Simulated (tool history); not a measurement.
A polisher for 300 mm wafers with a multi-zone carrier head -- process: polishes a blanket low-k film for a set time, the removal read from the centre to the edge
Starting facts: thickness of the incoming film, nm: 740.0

run    day  flow of slurry (ml/min)  pressure of the head's centre zone  pressure of the head's middle zone  pressure of the head's edge zone  abrasive content of the slurry  polishing time (s)  film removed at the wafer's centre (nm)  film removed at mid-radius (nm)  film removed at the wafer's edge (nm)
  1  0.000                      200                                1.00                                1.00                              1.00                            1.00                  34                                   17.535                           16.865                                 17.441
  2  0.175                      200                                1.00                                1.00                              0.94                            1.00                  34                                   17.547                           16.792                                 17.475
  3  0.521                      205                                1.01                                0.98                              0.94                            1.15                  34                                   18.843                           17.500                                 18.156
  4  0.625                      205                                0.93                                0.98                              0.94                            1.15                  34                                   17.360                           17.485                                 17.763
  5  0.650                      200                                0.98                                0.98                              1.00                            1.20                  34                                   18.514                           17.503                                 18.785
  6  0.700                      200                                0.98                                0.90                              1.00                            1.20                  34                                   18.694                           16.437                                 19.360
  7  0.771                      210                                1.01                                0.93                              1.03                            1.25                  34                                   19.301                           17.296                                 19.531

Run 8 is up next; what results do you expect?
  8  0.900                      210                                1.04                                0.94                              1.04                            1.30                  35                                        ?                                ?                                      ?

{"run 8": {"film removed at the wafer's centre (nm)": 20.706, "film removed at mid-radius (nm)": 18.249, "film removed at the wafer's edge (nm)": 20.807}}
